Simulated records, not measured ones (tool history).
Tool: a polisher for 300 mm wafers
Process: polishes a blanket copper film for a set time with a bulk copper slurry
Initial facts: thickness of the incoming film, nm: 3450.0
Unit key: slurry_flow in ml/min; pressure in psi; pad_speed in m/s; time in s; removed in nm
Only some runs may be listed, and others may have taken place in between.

run 1 hour=0 | slurry_flow=175 pressure=2.2 pad_speed=1.3 slurry_solids=1 time=90 | removed=692.61
run 2 hour=8.6 | slurry_flow=175 pressure=2.2 pad_speed=1.3 slurry_solids=1 time=95 | removed=733.95
run 3 hour=9.6 | slurry_flow=170 pressure=2.2 pad_speed=1.3 slurry_solids=1 time=95 | removed=727.68
run 4 hour=14.9 | slurry_flow=170 pressure=2.2 pad_speed=1.3 slurry_solids=1 time=95 | removed=725.92
run 5 hour=23.4 | slurry_flow=165 pressure=2.2 pad_speed=1.3 slurry_solids=1 time=95 | removed=718.2
run 6 hour=32 | slurry_flow=165 pressure=2.4 pad_speed=1.3 slurry_solids=1 time=95 | removed=778.96
run 7 hour=37.5 | slurry_flow=135 pressure=2 pad_speed=1.3 slurry_solids=1 time=95 | removed=622.18
run 8 hour=41.4 | slurry_flow=140 pressure=2 pad_speed=1.3 slurry_solids=1 time=95 | removed=631.78

The next listed run, before its measurement:
run 9 hour=49.7 | slurry_flow=145 pressure=2 pad_speed=1.3 slurry_solids=1 time=95 | removed=?

removed: 645.15 nm

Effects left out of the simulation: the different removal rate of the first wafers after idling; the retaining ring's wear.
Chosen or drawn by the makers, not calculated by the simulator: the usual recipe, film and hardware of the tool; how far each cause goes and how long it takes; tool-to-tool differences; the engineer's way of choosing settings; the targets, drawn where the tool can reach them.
